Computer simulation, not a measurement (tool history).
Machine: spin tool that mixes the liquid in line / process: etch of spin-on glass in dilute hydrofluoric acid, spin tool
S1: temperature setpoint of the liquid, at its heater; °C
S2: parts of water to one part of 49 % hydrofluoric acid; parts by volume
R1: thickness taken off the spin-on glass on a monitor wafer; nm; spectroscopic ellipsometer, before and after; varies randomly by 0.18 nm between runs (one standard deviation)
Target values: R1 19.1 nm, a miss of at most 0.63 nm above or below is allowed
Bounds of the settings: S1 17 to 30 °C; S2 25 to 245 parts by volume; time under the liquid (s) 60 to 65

run 1 hour=0 | S1=22 S2=135 time_under_the_liquid_(s)=60 | R1=27.602
run 2 hour=2 | S1=22 S2=135 time_under_the_liquid_(s)=60 | R1=27.61
run 3 hour=8.7 | S1=25.5 S2=135 time_under_the_liquid_(s)=60 | R1=31.537
run 4 hour=14.7 | S1=27 S2=135 time_under_the_liquid_(s)=60 | R1=33.074
run 5 hour=22.8 | S1=24.5 S2=145 time_under_the_liquid_(s)=60 | R1=27.889
run 6 hour=29.3 | S1=22.5 S2=150 time_under_the_liquid_(s)=60 | R1=24.754
run 7 hour=37.9 | S1=21 S2=155 time_under_the_liquid_(s)=60 | R1=22.419
run 8 hour=39.4 | S1=20 S2=155 time_under_the_liquid_(s)=60 | R1=21.454
run 9 hour=44.1 | S1=19 S2=155 time_under_the_liquid_(s)=60 | R1=20.619
run 10 hour=51.3 | S1=18.5 S2=155 time_under_the_liquid_(s)=60 | R1=19.818
run 11 hour=54.3 | S1=18 S2=155 time_under_the_liquid_(s)=60 | R1=20.07

Consider the 4 candidate settings below. Which is the only one whose results all fall within their allowed miss of target?
run A hour=57.3 | S1=17.5 S2=150 time_under_the_liquid_(s)=65 | R1=?
run B hour=57.3 | S1=19 S2=155 time_under_the_liquid_(s)=60 | R1=?
run C hour=57.3 | S1=17 S2=140 time_under_the_liquid_(s)=60 | R1=?
run D hour=57.3 | S1=19.5 S2=180 time_under_the_liquid_(s)=65 | R1=?

move=A R1=22.029
move=B R1=20.805
move=C R1=21.555
move=D R1=19.308
A: further off than the last run
B: further off than the last run
C: further off than the last run
D: each result inside its tolerance
So the answer is move D, the one that meets all the targets.
